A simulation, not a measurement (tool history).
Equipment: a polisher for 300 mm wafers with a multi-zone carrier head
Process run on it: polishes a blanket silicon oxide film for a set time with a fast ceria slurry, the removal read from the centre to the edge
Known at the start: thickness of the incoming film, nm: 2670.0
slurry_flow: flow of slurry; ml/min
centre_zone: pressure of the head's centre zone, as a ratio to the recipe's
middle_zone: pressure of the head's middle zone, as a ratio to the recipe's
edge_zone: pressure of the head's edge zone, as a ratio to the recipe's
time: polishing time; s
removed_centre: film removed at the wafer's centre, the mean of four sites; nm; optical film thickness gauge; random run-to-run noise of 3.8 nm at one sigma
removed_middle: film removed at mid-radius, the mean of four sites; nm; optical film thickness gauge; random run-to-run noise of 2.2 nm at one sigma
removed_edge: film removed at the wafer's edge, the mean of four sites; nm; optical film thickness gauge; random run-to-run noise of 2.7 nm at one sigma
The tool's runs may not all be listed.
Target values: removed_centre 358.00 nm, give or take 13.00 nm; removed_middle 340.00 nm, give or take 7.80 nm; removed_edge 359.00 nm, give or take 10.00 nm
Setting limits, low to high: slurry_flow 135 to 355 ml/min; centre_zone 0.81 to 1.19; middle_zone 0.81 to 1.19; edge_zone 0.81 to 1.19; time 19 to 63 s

run    day  slurry_flow  centre_zone  middle_zone  edge_zone  time  removed_centre  removed_middle  removed_edge
  1  0.000          225         1.00         1.00       1.00    41          457.68          449.88        459.29
  2  0.338          215         0.98         0.97       0.96    39          423.71          414.73        427.08
  3  0.412          215         1.05         0.97       0.96    39          452.98          410.44        427.73
  4  0.575          205         1.02         0.95       0.93    38          428.55          388.20        405.86
  5  0.600          195         0.99         0.93       0.91    38          416.46          386.92        401.22
  6  0.679          190         0.97         0.91       0.89    37          384.66          364.42        383.41
  7  0.846          185         0.96         0.90       0.87    37          380.47          356.46        374.37
  8  0.888          180         0.95         0.89       0.86    37          377.99          354.46        372.90
  9  1.046          175         0.94         0.88       0.85    37          366.10          347.40        376.00

Below are 4 possible settings for the next run. Only one of them brings all results inside the allowed miss of their targets. Which is it?
  A  1.204          155         1.05         0.88       0.87    36               ?               ?             ?
  B  1.204          165         0.97         0.97       0.82    36               ?               ?             ?
  C  1.204          195         0.91         0.85       0.81    36               ?               ?             ?
  D  1.204          155         0.95         0.84       0.86    38               ?               ?             ?

move  removed_centre  removed_middle  removed_edge
   A          390.97          332.21        362.33
   B          366.67          365.30        356.62
   C          355.69          337.73        363.55
   D          373.00          337.67        380.83
A: brings the last run's worst result on target, with another outside its allowed miss
B: brings the last run's worst result on target, with another outside its allowed miss
C: in spec on every target
D: moves away from the targets compared with the last run
Go with C: it meets all targets.
